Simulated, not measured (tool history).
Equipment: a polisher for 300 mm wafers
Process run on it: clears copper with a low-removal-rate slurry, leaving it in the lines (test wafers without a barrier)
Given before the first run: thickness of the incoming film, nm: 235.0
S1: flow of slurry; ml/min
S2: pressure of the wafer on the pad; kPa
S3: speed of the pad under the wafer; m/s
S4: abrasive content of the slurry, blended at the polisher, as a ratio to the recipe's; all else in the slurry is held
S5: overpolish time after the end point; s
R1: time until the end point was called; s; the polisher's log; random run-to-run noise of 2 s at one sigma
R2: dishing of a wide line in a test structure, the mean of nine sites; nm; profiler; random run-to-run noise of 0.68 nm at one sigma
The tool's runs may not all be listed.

run	hour	S1	S2	S3	S4	S5	R1	R2
1	0	260	24.8	0.88	1	23	62.063	52.81
2	5.9	260	24.8	0.88	1	16	63.053	40.353
3	14.5	260	24.8	0.88	1.2	16	62.309	40.727
4	17.4	255	21.4	0.8	1.2	21	78.431	41.399
5	23.1	255	19.3	0.76	1.2	24	90.023	39.433
# hour 26.1: worn pad replaced by a new one
6	26.1	255	17.2	0.72	1.2	27	96.216	41.25
7	29.6	250	15.9	0.66	1.2	29	115.27	38.567
8	30.8	245	14.5	0.64	1.2	31	126.92	36.298
9	34.3	240	13.8	0.64	1.2	33	134.88	36.302
10	41.9	235	13.8	0.64	1.2	35	139.55	38.559

For run 11, what comes out?
11	45.5	220	11.7	0.64	1.2	38	?	?

Logged for run 11: R1 159.9 s, R2 35.309 nm.
